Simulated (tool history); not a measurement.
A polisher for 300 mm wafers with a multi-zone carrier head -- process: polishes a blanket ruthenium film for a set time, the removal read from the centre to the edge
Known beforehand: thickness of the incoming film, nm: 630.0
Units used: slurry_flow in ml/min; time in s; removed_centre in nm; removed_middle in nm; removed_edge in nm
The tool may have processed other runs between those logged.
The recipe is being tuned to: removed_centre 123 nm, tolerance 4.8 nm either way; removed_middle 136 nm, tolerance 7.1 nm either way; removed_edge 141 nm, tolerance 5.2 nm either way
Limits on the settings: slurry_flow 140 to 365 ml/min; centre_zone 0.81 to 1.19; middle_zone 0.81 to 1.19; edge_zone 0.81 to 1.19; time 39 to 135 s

| run | hour | slurry_flow | centre_zone | middle_zone | edge_zone | time | removed_centre | removed_middle | removed_edge |
|---|---|---|---|---|---|---|---|---|---|
| 1 | 0 | 235 | 1 | 1 | 1 | 87 | 107.33 | 108.97 | 113.44 |
| 2 | 8.3 | 235 | 1 | 1 | 1 | 74 | 92.609 | 93.826 | 93.501 |
| 3 | 17.3 | 235 | 1 | 1.02 | 1.02 | 80 | 101.79 | 105 | 102.56 |
| 4 | 22.1 | 235 | 1 | 1.02 | 1.02 | 73 | 91.589 | 95.14 | 92.439 |
| 5 | 23.4 | 255 | 1 | 1.02 | 1.02 | 73 | 92.864 | 97.208 | 96.467 |
| 6 | 27.3 | 205 | 1 | 1.02 | 1.02 | 73 | 88.922 | 95.045 | 92.765 |
| 7 | 31.8 | 270 | 0.98 | 1.07 | 1.12 | 97 | 123.9 | 134.06 | 130.31 |
| 8 | 32.6 | 270 | 0.97 | 1.06 | 1.13 | 98 | 122.79 | 134.21 | 134.23 |

5 next moves are on the table. One of them brings every result within its allowed miss. Which?
| A | 33.4 | 290 | 1.05 | 1.14 | 1.08 | 93 | ? | ? | ? |
| B | 33.4 | 290 | 0.94 | 1.03 | 1.11 | 102 | ? | ? | ? |
| C | 33.4 | 280 | 0.99 | 1.17 | 1.11 | 105 | ? | ? | ? |
| D | 33.4 | 280 | 0.99 | 1.12 | 1.14 | 96 | ? | ? | ? |
| E | 33.4 | 365 | 1.01 | 1.04 | 1.16 | 99 | ? | ? | ? |

| move | removed_centre | removed_middle | removed_edge |
|---|---|---|---|
| A | 126.03 | 136.02 | 124.52 |
| B | 124.28 | 138.03 | 138.66 |
| C | 133.97 | 156.16 | 142.08 |
| D | 122.45 | 137.99 | 131.76 |
| E | 132.32 | 137.88 | 139.97 |
A: the biggest miss grows against the last run
B: hits every target within its allowed miss
C: puts the biggest miss on target and leaves a different result outside tolerance
D: the biggest miss grows against the last run
E: puts the biggest miss on target and leaves a different result outside tolerance
So the answer is move B, the one that meets all the targets.
